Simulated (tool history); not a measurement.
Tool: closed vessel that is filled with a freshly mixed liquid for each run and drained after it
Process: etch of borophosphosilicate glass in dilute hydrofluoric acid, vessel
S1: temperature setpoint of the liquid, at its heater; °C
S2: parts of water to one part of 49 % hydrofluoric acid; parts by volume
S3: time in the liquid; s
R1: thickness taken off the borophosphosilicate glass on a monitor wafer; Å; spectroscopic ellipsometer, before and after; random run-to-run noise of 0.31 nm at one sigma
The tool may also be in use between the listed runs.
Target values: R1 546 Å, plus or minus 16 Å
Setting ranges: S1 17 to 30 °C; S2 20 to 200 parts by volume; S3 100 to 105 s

run 1 day=0 | S1=22 S2=110 S3=100 | R1=745.58
run 2 day=0.254 | S1=22 S2=95 S3=100 | R1=884.72
run 3 day=0.396 | S1=22 S2=95 S3=105 | R1=920.06
run 4 day=0.438 | S1=20.5 S2=105 S3=105 | R1=781.32
run 5 day=0.612 | S1=20.5 S2=75 S3=105 | R1=1129.8
run 6 day=0.704 | S1=20.5 S2=50 S3=105 | R1=1756.2
run 7 day=0.758 | S1=19.5 S2=70 S3=105 | R1=1168.2
run 8 day=0.958 | S1=19.5 S2=70 S3=105 | R1=1156.8
run 9 day=1.221 | S1=19 S2=80 S3=105 | R1=981.17
run 10 day=1.55 | S1=18.5 S2=90 S3=105 | R1=853.72
run 11 day=1.612 | S1=18 S2=100 S3=105 | R1=737.57
run 12 day=1.858 | S1=17.5 S2=105 S3=105 | R1=695.47
run 13 day=2.196 | S1=17.5 S2=110 S3=105 | R1=650.08

Which of these 5 next moves meets every target?
run A day=2.533 | S1=17 S2=95 S3=105 | R1=?
run B day=2.533 | S1=19 S2=85 S3=105 | R1=?
run C day=2.533 | S1=17 S2=90 S3=100 | R1=?
run D day=2.533 | S1=17 S2=120 S3=100 | R1=?
run E day=2.533 | S1=20 S2=105 S3=105 | R1=?

move=A R1=754.7
move=B R1=927.51
move=C R1=762.69
move=D R1=554.58
move=E R1=765.36
A: misses by more than the last run did
B: misses by more than the last run did
C: misses by more than the last run did
D: every result lands within tolerance
E: misses by more than the last run did
Answer: D

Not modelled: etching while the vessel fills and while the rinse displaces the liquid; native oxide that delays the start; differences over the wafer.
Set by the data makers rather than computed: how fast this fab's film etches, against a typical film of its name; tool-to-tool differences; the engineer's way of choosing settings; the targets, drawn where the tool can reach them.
